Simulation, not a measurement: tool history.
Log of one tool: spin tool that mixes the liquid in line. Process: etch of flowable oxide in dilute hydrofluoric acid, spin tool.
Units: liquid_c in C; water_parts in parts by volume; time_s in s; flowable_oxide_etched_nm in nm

run	hour	liquid_c	water_parts	time_s	flowable_oxide_etched_nm
1	0.0	24.0	240	100	16.905
2	7.4	20.5	240	100	14.758
3	15.2	20.5	240	100	14.648
4	21.9	22.0	240	100	15.618
5	31.0	20.5	240	100	14.885
# hour 38.7: hydrofluoric acid flow meter replaced
6	38.7	22.5	225	100	15.214

Run 7 comes next. What will it give?
7	45.9	24.5	185	100	?

{"run 7": {"flowable_oxide_etched_nm": 20.419}}
